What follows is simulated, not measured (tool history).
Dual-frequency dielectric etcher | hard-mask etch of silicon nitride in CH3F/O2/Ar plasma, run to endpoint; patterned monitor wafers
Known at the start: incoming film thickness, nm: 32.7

{"run": 1, "day": 0.0, "source power (kW)": 0.39, "bias power (kW)": 0.065, "endpoint time (s)": 50.199}
{"run": 2, "day": 0.1, "source power (kW)": 0.39, "bias power (kW)": 0.059, "endpoint time (s)": 51.951}
{"run": 3, "day": 0.354, "source power (kW)": 0.4, "bias power (kW)": 0.06, "endpoint time (s)": 51.416}
{"run": 4, "day": 0.708, "source power (kW)": 0.46, "bias power (kW)": 0.06, "endpoint time (s)": 48.652}
{"run": 5, "day": 1.062, "source power (kW)": 0.39, "bias power (kW)": 0.06, "endpoint time (s)": 51.651}
{"run": 6, "day": 1.183, "source power (kW)": 0.43, "bias power (kW)": 0.06, "endpoint time (s)": 50.06}
{"run": 7, "day": 1.462, "source power (kW)": 0.44, "bias power (kW)": 0.061, "endpoint time (s)": 49.18}
{"run": 8, "day": 1.608, "source power (kW)": 0.45, "bias power (kW)": 0.062, "endpoint time (s)": 48.606}
{"run": 9, "day": 1.671, "source power (kW)": 0.46, "bias power (kW)": 0.063, "endpoint time (s)": 48.186}
{"run": 10, "day": 1.842, "source power (kW)": 0.47, "bias power (kW)": 0.064, "endpoint time (s)": 48.06}
{"run": 11, "day": 2.133, "source power (kW)": 0.48, "bias power (kW)": 0.065, "endpoint time (s)": 46.941}

Forecast run 12:
{"run": 12, "day": 2.267, "source power (kW)": 0.49, "bias power (kW)": 0.066, "endpoint time (s)": "?"}

Run 12 gave endpoint time (s) 46.574.
